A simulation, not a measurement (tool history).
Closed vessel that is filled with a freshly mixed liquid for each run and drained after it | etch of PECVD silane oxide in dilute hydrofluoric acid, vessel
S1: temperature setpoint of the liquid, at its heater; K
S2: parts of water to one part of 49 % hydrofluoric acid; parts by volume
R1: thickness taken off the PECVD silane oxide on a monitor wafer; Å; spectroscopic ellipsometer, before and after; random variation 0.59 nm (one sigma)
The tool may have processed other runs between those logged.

{"run": 1, "hour": 0.0, "S1": 298.15, "S2": 285, "time in the liquid (s)": 1075, "R1": 847.31}
{"run": 2, "hour": 8.3, "S1": 299.65, "S2": 270, "time in the liquid (s)": 1075, "R1": 946.63}
{"run": 3, "hour": 17.3, "S1": 298.15, "S2": 270, "time in the liquid (s)": 1075, "R1": 910.84}
{"run": 4, "hour": 25.3, "S1": 298.15, "S2": 270, "time in the liquid (s)": 1155, "R1": 974.07}
{"run": 5, "hour": 26.5, "S1": 299.65, "S2": 265, "time in the liquid (s)": 1155, "R1": 1042.8}
{"run": 6, "hour": 31.0, "S1": 300.65, "S2": 255, "time in the liquid (s)": 1155, "R1": 1138.6}
{"run": 7, "hour": 38.3, "S1": 301.65, "S2": 250, "time in the liquid (s)": 1155, "R1": 1205.6}
{"run": 8, "hour": 44.7, "S1": 302.65, "S2": 245, "time in the liquid (s)": 1155, "R1": 1292.4}

Run 9 has not been measured yet. What should we expect?
{"run": 9, "hour": 47.3, "S1": 303.15, "S2": 245, "time in the liquid (s)": 1155, "R1": "?"}

Run 9 yielded R1 1307.10 Å.

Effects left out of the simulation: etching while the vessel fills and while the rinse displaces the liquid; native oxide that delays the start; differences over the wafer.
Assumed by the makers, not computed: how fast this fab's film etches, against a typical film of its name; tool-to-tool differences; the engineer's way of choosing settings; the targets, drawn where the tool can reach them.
